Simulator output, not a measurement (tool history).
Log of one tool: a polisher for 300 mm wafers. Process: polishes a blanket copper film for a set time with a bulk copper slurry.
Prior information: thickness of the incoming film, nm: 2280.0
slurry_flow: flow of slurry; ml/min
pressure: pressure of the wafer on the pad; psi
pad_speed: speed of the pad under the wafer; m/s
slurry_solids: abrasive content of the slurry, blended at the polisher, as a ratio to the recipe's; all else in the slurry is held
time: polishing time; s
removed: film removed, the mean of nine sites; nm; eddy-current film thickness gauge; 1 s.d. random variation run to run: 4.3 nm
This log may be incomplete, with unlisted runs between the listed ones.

{"run": 1, "hour": 0.0, "slurry_flow": 285, "pressure": 3.1, "pad_speed": 1.34, "slurry_solids": 1.0, "time": 40, "removed": 583.89}
{"run": 2, "hour": 2.8, "slurry_flow": 335, "pressure": 3.1, "pad_speed": 1.34, "slurry_solids": 1.0, "time": 40, "removed": 567.8}
{"run": 3, "hour": 6.5, "slurry_flow": 335, "pressure": 2.8, "pad_speed": 1.34, "slurry_solids": 1.0, "time": 40, "removed": 539.74}
{"run": 4, "hour": 8.7, "slurry_flow": 335, "pressure": 2.6, "pad_speed": 1.3, "slurry_solids": 1.0, "time": 40, "removed": 473.53}
{"run": 5, "hour": 13.0, "slurry_flow": 380, "pressure": 2.6, "pad_speed": 1.3, "slurry_solids": 1.0, "time": 40, "removed": 478.26}
{"run": 6, "hour": 18.2, "slurry_flow": 380, "pressure": 2.4, "pad_speed": 1.3, "slurry_solids": 1.0, "time": 40, "removed": 441.76}
{"run": 7, "hour": 21.7, "slurry_flow": 380, "pressure": 2.2, "pad_speed": 1.3, "slurry_solids": 1.0, "time": 40, "removed": 414.97}
{"run": 8, "hour": 22.5, "slurry_flow": 380, "pressure": 1.4, "pad_speed": 1.28, "slurry_solids": 1.0, "time": 40, "removed": 269.28}

What will run 9 give?
{"run": 9, "hour": 27.0, "slurry_flow": 380, "pressure": 1.5, "pad_speed": 1.28, "slurry_solids": 1.0, "time": 40, "removed": "?"}

Run 9 came out at removed 284.09 nm.

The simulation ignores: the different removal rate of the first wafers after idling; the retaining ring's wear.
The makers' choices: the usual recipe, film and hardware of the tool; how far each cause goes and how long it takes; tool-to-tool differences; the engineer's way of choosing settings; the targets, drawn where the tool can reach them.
